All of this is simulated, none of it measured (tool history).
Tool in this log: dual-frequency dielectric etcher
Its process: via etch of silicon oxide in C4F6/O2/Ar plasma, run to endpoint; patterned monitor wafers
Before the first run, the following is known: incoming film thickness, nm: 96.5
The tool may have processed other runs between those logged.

run 1 hour=0 | bias_power_(kW)=0.609 source_power_(kW)=0.4 Ar_flow_(sccm)=306 | endpoint_time_(s)=22.048
run 2 hour=1.5 | bias_power_(kW)=0.637 source_power_(kW)=0.41 Ar_flow_(sccm)=305 | endpoint_time_(s)=21.521
run 3 hour=2.6 | bias_power_(kW)=0.559 source_power_(kW)=0.41 Ar_flow_(sccm)=305 | endpoint_time_(s)=22.262
run 4 hour=11.2 | bias_power_(kW)=0.559 source_power_(kW)=0.41 Ar_flow_(sccm)=339 | endpoint_time_(s)=22.776
run 5 hour=13.9 | bias_power_(kW)=0.478 source_power_(kW)=0.41 Ar_flow_(sccm)=339 | endpoint_time_(s)=24.648
run 6 hour=21.3 | bias_power_(kW)=0.379 source_power_(kW)=0.41 Ar_flow_(sccm)=339 | endpoint_time_(s)=26.447
run 7 hour=25.6 | bias_power_(kW)=0.433 source_power_(kW)=0.42 Ar_flow_(sccm)=338 | endpoint_time_(s)=25.368

Run 8, settings as shown, results not yet in. Your forecast:
run 8 hour=28.8 | bias_power_(kW)=0.479 source_power_(kW)=0.43 Ar_flow_(sccm)=336 | endpoint_time_(s)=?

endpoint time (s): 24.205

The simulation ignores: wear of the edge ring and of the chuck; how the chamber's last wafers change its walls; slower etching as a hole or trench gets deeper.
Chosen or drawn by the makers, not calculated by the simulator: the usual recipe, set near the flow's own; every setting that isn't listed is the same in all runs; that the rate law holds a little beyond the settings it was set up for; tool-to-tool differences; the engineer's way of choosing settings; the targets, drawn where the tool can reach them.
